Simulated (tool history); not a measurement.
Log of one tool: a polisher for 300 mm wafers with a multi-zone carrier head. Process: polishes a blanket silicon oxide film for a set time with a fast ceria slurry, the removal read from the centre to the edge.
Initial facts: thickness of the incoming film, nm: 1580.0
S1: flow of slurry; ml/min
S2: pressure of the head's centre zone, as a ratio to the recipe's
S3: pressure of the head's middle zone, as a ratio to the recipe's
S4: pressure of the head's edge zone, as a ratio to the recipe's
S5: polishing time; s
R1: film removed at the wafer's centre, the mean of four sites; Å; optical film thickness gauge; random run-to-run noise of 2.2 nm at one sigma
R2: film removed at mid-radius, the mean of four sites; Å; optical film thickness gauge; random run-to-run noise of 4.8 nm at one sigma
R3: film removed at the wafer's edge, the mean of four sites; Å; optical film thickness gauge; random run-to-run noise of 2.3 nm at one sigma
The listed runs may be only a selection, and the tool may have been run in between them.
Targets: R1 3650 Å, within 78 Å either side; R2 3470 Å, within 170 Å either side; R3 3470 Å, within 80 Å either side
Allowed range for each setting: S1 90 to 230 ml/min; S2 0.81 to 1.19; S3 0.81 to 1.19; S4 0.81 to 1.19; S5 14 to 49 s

run  hour   S1    S2    S3    S4  S5      R1      R2      R3
  1     0  150     1     1     1  31  4929.8  4783.2  4893.2
  2   4.5  150     1  1.05     1  31  4888.4  4864.7  4873.1
  3   5.4  150     1  0.99     1  31  4908.7  4700.9  4942.7
  4  12.4  145     1  0.99  0.98  30  4707.3  4583.1  4676.7
  5    18  145     1  0.98  0.97  29  4534.4  4274.5  4517.8
  6  21.4  115     1  0.98  0.97  29  4236.1  4195.6  4380.6
  7  25.4  115     1  0.98  0.95  28  4138.5  3993.3  4075.5
  8  28.9  115  0.99  0.97  0.93  28  4007.2  3982.8  4093.3
  9  35.9  115  0.99  0.97  0.92  28  4067.5  4037.6  4065.6
 10  38.6  115  0.99  0.96  0.91  28  4080.4  3860.4  4063.6
 11  41.4  110  0.99     1  0.81  24  3420.7  3452.9  3276.2
 12  45.3  115  0.99     1  0.81  24  3495.3  3549.7  3279.2
 13  47.4  115  0.99  0.99  0.82  24  3468.5  3396.6  3276.8

Which one of the following 4 next-run settings gets every result inside its allowed miss? There is exactly one.
  A  49.5  135  0.97  1.02  0.81  26   ?   ?   ?
  B  49.5  135  0.99  0.97  0.86  24   ?   ?   ?
  C  49.5   90  1.05  1.12  0.87  27   ?   ?   ?
  D  49.5  120  1.04  0.95  0.81  25   ?   ?   ?

move      R1      R2      R3
   A  3880.1  3953.2  3613.6
   B  3654.8    3497  3427.4
   C    3787  3924.6  3554.2
   D  3866.1  3472.9  3405.2
A: pushes the last run's worst result past its target
B: in spec on every target
C: pushes the last run's worst result past its target
D: the furthest-off result lands on target, but another misses its tolerance
Go with B: it meets all targets.
